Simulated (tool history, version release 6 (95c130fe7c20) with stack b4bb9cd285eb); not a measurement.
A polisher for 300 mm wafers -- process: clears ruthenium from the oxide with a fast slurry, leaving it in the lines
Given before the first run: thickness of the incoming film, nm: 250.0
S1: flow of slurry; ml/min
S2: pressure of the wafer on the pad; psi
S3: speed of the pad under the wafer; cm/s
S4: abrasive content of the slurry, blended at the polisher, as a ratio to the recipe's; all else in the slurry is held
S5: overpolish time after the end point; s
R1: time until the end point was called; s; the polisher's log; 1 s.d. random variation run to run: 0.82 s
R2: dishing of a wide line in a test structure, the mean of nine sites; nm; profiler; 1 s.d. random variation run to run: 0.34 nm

Run 1, hour 0.0: S1 145 ml/min, S2 3.2 psi, S3 94 cm/s, S4 1.00, S5 12 s. Result: R1 63.122 s, R2 35.669 nm.
Run 2, hour 2.4: S1 145 ml/min, S2 3.0 psi, S3 94 cm/s, S4 1.00, S5 11 s. Result: R1 67.495 s, R2 31.102 nm.
Run 3, hour 9.3: S1 145 ml/min, S2 3.0 psi, S3 76 cm/s, S4 1.00, S5 11 s. Result: R1 81.842 s, R2 25.725 nm.
Run 4, hour 10.1: S1 145 ml/min, S2 3.0 psi, S3 76 cm/s, S4 0.85, S5 11 s. Result: R1 86.407 s, R2 24.013 nm.
Run 5, hour 11.1: S1 145 ml/min, S2 3.0 psi, S3 66 cm/s, S4 0.85, S5 11 s. Result: R1 98.880 s, R2 22.113 nm.
Run 6, hour 20.2: S1 110 ml/min, S2 3.0 psi, S3 66 cm/s, S4 0.85, S5 11 s. Result: R1 102.460 s, R2 21.081 nm.

Estimate the outcome of run 7 from the log above:
Run 7, hour 27.2: S1 115 ml/min, S2 3.0 psi, S3 66 cm/s, S4 0.85, S5 10 s. Result: R1 ?, R2 ?.

{"run 7": {"R1": 102.65, "R2": 19.371}}

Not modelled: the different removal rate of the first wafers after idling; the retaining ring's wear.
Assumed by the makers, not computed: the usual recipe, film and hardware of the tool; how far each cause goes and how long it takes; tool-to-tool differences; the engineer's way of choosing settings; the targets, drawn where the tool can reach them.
